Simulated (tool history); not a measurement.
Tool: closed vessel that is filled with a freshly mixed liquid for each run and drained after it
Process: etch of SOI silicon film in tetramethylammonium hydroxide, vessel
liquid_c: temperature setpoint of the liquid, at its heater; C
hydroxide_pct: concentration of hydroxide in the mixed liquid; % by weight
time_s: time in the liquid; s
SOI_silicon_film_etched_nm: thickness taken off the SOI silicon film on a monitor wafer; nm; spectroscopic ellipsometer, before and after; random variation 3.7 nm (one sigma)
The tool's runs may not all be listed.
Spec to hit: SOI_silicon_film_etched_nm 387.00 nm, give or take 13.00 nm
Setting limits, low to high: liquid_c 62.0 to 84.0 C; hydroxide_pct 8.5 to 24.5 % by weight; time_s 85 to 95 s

run 1 day=0.000 | liquid_c=75.0 hydroxide_pct=16.5 time_s=85 | SOI_silicon_film_etched_nm=532.59
run 2 day=0.312 | liquid_c=73.5 hydroxide_pct=16.5 time_s=85 | SOI_silicon_film_etched_nm=492.20
run 3 day=0.650 | liquid_c=73.5 hydroxide_pct=16.5 time_s=95 | SOI_silicon_film_etched_nm=542.12
run 4 day=0.692 | liquid_c=73.5 hydroxide_pct=16.5 time_s=85 | SOI_silicon_film_etched_nm=486.70
run 5 day=0.892 | liquid_c=73.5 hydroxide_pct=16.5 time_s=95 | SOI_silicon_film_etched_nm=555.91
run 6 day=1.054 | liquid_c=73.5 hydroxide_pct=15.0 time_s=95 | SOI_silicon_film_etched_nm=563.33
-- day=1.121 thermometer replaced
run 7 day=1.121 | liquid_c=71.5 hydroxide_pct=15.0 time_s=95 | SOI_silicon_film_etched_nm=542.66
run 8 day=1.388 | liquid_c=69.0 hydroxide_pct=15.0 time_s=95 | SOI_silicon_film_etched_nm=460.58
run 9 day=1.483 | liquid_c=68.0 hydroxide_pct=15.0 time_s=95 | SOI_silicon_film_etched_nm=438.92

Which single option among these 4 for the next run brings every result within its allowed miss of target? Just one does.
run A day=1.579 | liquid_c=67.5 hydroxide_pct=14.5 time_s=85 | SOI_silicon_film_etched_nm=?
run B day=1.579 | liquid_c=70.0 hydroxide_pct=14.5 time_s=95 | SOI_silicon_film_etched_nm=?
run C day=1.579 | liquid_c=66.5 hydroxide_pct=13.0 time_s=90 | SOI_silicon_film_etched_nm=?
run D day=1.579 | liquid_c=68.0 hydroxide_pct=13.0 time_s=85 | SOI_silicon_film_etched_nm=?

move=A SOI_silicon_film_etched_nm=386.20
move=B SOI_silicon_film_etched_nm=500.40
move=C SOI_silicon_film_etched_nm=406.56
move=D SOI_silicon_film_etched_nm=419.92
A: every result lands within tolerance
B: moves away from the targets compared with the last run
C: moves toward the targets from the last run without getting all of them in spec
D: moves toward the targets from the last run without getting all of them in spec
Go with A: it meets all targets.
